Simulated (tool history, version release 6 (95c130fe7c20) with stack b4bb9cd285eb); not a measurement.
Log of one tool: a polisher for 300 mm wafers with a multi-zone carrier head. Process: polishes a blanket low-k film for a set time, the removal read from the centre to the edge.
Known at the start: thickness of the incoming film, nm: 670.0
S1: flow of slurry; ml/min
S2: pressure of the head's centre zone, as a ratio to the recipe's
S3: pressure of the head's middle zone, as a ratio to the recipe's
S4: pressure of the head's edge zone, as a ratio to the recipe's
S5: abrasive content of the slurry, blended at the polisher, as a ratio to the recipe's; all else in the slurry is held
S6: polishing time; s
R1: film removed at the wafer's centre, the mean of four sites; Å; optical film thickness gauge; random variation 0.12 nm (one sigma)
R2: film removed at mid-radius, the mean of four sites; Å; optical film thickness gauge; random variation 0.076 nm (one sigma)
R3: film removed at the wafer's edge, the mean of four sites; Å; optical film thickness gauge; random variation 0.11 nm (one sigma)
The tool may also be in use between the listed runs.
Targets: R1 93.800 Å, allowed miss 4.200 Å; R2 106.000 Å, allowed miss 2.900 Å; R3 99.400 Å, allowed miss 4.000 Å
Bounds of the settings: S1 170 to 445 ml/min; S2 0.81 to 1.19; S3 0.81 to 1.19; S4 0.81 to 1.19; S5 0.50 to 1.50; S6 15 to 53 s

Run 1, hour 0.0: S1 285 ml/min, S2 1.00, S3 1.00, S4 1.00, S5 1.00, S6 34 s. Result: R1 115.020 Å, R2 114.830 Å, R3 112.940 Å.
Run 2, hour 8.5: S1 285 ml/min, S2 1.04, S3 1.00, S4 1.00, S5 1.00, S6 34 s. Result: R1 121.000 Å, R2 113.990 Å, R3 114.900 Å.
Run 3, hour 12.1: S1 285 ml/min, S2 1.04, S3 1.07, S4 1.00, S5 1.00, S6 34 s. Result: R1 119.190 Å, R2 118.360 Å, R3 113.940 Å.
Run 4, hour 15.2: S1 285 ml/min, S2 1.04, S3 1.07, S4 0.94, S5 1.00, S6 34 s. Result: R1 119.490 Å, R2 119.700 Å, R3 111.770 Å.
Run 5, hour 21.2: S1 280 ml/min, S2 1.00, S3 1.05, S4 0.94, S5 0.95, S6 34 s. Result: R1 112.800 Å, R2 114.320 Å, R3 109.620 Å.
Run 6, hour 23.0: S1 280 ml/min, S2 1.00, S3 0.99, S4 0.94, S5 0.95, S6 34 s. Result: R1 112.690 Å, R2 109.150 Å, R3 108.590 Å.
Run 7, hour 26.8: S1 280 ml/min, S2 1.00, S3 0.99, S4 0.94, S5 0.95, S6 34 s. Result: R1 112.290 Å, R2 110.060 Å, R3 109.780 Å.
Run 8, hour 27.8: S1 280 ml/min, S2 0.97, S3 1.01, S4 0.92, S5 0.90, S6 34 s. Result: R1 104.270 Å, R2 107.940 Å, R3 105.010 Å.
Run 9, hour 30.7: S1 280 ml/min, S2 0.95, S3 1.02, S4 0.90, S5 0.90, S6 34 s. Result: R1 103.900 Å, R2 110.660 Å, R3 106.180 Å.
Run 10, hour 31.5: S1 275 ml/min, S2 0.94, S3 1.02, S4 0.89, S5 0.90, S6 34 s. Result: R1 102.310 Å, R2 109.690 Å, R3 102.410 Å.
Run 11, hour 32.9: S1 265 ml/min, S2 0.92, S3 1.01, S4 0.89, S5 0.90, S6 34 s. Result: R1 103.390 Å, R2 110.300 Å, R3 103.490 Å.
Run 12, hour 39.1: S1 265 ml/min, S2 0.92, S3 1.01, S4 0.89, S5 0.90, S6 34 s. Result: R1 101.630 Å, R2 109.280 Å, R3 102.010 Å.
Run 13, hour 41.2: S1 265 ml/min, S2 0.90, S3 1.00, S4 0.89, S5 0.90, S6 34 s. Result: R1 98.554 Å, R2 109.410 Å, R3 102.220 Å.
Run 14, hour 43.0: S1 265 ml/min, S2 0.89, S3 0.99, S4 0.89, S5 0.90, S6 34 s. Result: R1 96.289 Å, R2 106.530 Å, R3 103.460 Å.

Which of these 5 next moves meets every target?
Run A, hour 44.8: S1 215 ml/min, S2 0.95, S3 1.14, S4 0.81, S5 1.10, S6 29 s. Result: R1 ?, R2 ?, R3 ?.
Run B, hour 44.8: S1 305 ml/min, S2 0.85, S3 0.93, S4 0.91, S5 0.90, S6 35 s. Result: R1 ?, R2 ?, R3 ?.
Run C, hour 44.8: S1 235 ml/min, S2 0.87, S3 0.98, S4 0.86, S5 0.90, S6 34 s. Result: R1 ?, R2 ?, R3 ?.
Run D, hour 44.8: S1 280 ml/min, S2 0.94, S3 0.96, S4 0.86, S5 0.80, S6 36 s. Result: R1 ?, R2 ?, R3 ?.
Run E, hour 44.8: S1 170 ml/min, S2 0.98, S3 1.05, S4 0.81, S5 1.05, S6 30 s. Result: R1 ?, R2 ?, R3 ?.

move       R1       R2       R3
   A   93.323  106.480   90.211
   B   97.071  108.540  109.330
   C   93.403  105.670  101.110
   D  103.970  107.150  103.370
   E   93.572   98.558   89.082
A: takes the result that was furthest off past its target
B: further off than the last run
C: meets every target
D: brings the result that was furthest off to its target, and leaves another outside
E: takes the result that was furthest off past its target
Answer: C
